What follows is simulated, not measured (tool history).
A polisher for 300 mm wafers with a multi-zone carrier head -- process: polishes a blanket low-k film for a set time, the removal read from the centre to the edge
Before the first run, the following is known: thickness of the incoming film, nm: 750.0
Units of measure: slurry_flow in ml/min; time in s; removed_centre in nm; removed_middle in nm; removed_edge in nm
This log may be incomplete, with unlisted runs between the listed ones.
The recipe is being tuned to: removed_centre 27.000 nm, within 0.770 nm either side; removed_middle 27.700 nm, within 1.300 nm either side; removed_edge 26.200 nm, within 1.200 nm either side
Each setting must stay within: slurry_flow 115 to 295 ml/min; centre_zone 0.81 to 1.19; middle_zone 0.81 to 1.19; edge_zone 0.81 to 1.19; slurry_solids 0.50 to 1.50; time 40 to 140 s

run	hour	slurry_flow	centre_zone	middle_zone	edge_zone	slurry_solids	time	removed_centre	removed_middle	removed_edge
1	0.0	190	1.00	1.00	1.00	1.00	90	33.972	32.819	33.666
2	2.9	190	1.00	1.00	0.95	1.00	90	33.987	32.188	32.261
3	3.9	185	0.97	1.00	0.91	0.95	90	31.861	32.196	30.996
4	5.9	185	0.97	1.00	0.91	0.85	90	28.941	28.875	28.722
5	6.5	185	0.97	1.03	0.91	0.85	90	29.526	30.377	28.546
# hour 12.0: worn pad replaced by a new one
6	12.0	185	1.02	1.03	0.91	0.85	90	32.731	31.525	30.803
7	19.6	185	1.02	1.03	0.91	0.85	90	32.814	31.730	29.597
8	26.6	155	0.92	0.97	0.83	0.70	89	23.606	24.775	24.063
9	31.5	205	0.95	1.00	0.87	0.70	89	25.399	26.576	24.540
10	38.3	200	0.96	1.01	0.88	0.70	89	25.552	26.180	24.287
11	44.3	190	0.97	1.02	0.89	0.70	89	25.811	26.005	24.782
12	45.5	185	0.97	1.03	0.90	0.70	89	25.530	26.412	24.362

5 candidate next runs follow, results not yet known. Just one meets every target within its allowed miss. Identify it.
A	46.7	190	1.05	1.12	0.86	0.65	84	?	?	?
B	46.7	215	1.03	1.06	0.92	0.70	76	?	?	?
C	46.7	270	1.05	1.19	0.81	0.65	88	?	?	?
D	46.7	200	0.88	1.05	0.94	0.60	109	?	?	?
E	46.7	195	0.97	1.03	0.92	0.60	110	?	?	?

move	removed_centre	removed_middle	removed_edge
A	24.151	24.414	21.158
B	23.662	23.232	21.682
C	26.516	28.095	22.257
D	23.915	27.349	26.030
E	26.521	27.050	25.954
A: the biggest miss grows against the last run
B: the biggest miss grows against the last run
C: gets the furthest-off result to its target, but another result is out of tolerance
D: the biggest miss grows against the last run
E: all results in spec
E meets every target.

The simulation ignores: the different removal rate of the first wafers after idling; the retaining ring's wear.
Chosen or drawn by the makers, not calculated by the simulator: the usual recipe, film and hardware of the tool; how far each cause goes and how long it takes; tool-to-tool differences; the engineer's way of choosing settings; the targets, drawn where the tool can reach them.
